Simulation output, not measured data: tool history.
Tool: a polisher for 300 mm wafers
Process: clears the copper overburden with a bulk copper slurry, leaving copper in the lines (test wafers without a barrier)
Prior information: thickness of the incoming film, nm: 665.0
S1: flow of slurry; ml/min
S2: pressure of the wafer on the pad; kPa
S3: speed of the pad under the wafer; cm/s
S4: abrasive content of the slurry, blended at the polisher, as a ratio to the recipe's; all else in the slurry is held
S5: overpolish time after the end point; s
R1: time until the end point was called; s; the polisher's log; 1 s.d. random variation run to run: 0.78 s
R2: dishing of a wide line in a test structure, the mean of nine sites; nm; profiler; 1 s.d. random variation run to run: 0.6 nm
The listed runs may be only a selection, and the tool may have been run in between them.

run 1 hour=0 | S1=245 S2=18.6 S3=102 S4=1 S5=11 | R1=78.14 R2=51.59
run 2 hour=1.9 | S1=245 S2=18.6 S3=106 S4=1 S5=9 | R1=76.642 R2=46.569
run 3 hour=3.6 | S1=245 S2=18.6 S3=106 S4=0.85 S5=9 | R1=78.765 R2=44.058
run 4 hour=6.2 | S1=245 S2=18.6 S3=106 S4=0.85 S5=14 | R1=77.635 R2=61.143
run 5 hour=13.1 | S1=245 S2=18.6 S3=106 S4=0.85 S5=10 | R1=79.892 R2=48.327
run 6 hour=21.9 | S1=245 S2=18.6 S3=86 S4=0.85 S5=10 | R1=95.358 R2=43.227
run 7 hour=28.2 | S1=220 S2=17.9 S3=106 S4=0.75 S5=8 | R1=85.699 R2=39.632
run 8 hour=34.8 | S1=255 S2=16.5 S3=120 S4=0.7 S5=7 | R1=81.724 R2=35.334
run 9 hour=38.9 | S1=290 S2=16.5 S3=128 S4=0.65 S5=6 | R1=77.053 R2=31.589
run 10 hour=46.3 | S1=310 S2=17.2 S3=130 S4=0.6 S5=5 | R1=73.072 R2=28.953

Run 11 is up next; what results do you expect?
run 11 hour=51.2 | S1=315 S2=17.9 S3=130 S4=0.6 S5=4 | R1=? R2=?

Run 11 yielded R1 70.792 s, R2 23.88 nm.
